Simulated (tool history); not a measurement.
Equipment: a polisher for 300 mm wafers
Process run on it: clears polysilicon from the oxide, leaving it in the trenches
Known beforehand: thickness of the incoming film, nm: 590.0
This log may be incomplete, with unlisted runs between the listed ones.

run  hour  flow of slurry (ml/min)  pressure of the wafer on the pad (psi)  speed of the pad under the wafer (cm/s)  overpolish time after the end point (s)  time until the end point was called (s)  dishing of a wide line in a test structure (Å)
  1     0                      205                                     2.4                                      118                                       21                                   42.087                                          396.22
  2     3                      205                                     2.3                                      118                                       21                                    43.84                                          416.55
  3   5.2                      205                                     2.3                                      112                                       20                                   46.163                                          398.55
  4     7                      205                                     2.2                                      110                                       18                                   48.812                                          409.43
  5  11.9                      205                                     2.2                                      110                                       13                                   48.254                                          400.87
     18.2  -- worn pad replaced by a new one
  6  18.2                      205                                     2.2                                      110                                        6                                   45.819                                          347.13
  7  22.5                      205                                     2.1                                      110                                        7                                   47.293                                          341.16
  8  31.1                      205                                     2.1                                      110                                        8                                   47.483                                          369.46

For run 9, what comes out?
  9    40                      205                                       2                                      110                                        8                                        ?                                               ?

Run 9 gave time until the end point was called (s) 49.464, dishing of a wide line in a test structure (Å) 366.31.

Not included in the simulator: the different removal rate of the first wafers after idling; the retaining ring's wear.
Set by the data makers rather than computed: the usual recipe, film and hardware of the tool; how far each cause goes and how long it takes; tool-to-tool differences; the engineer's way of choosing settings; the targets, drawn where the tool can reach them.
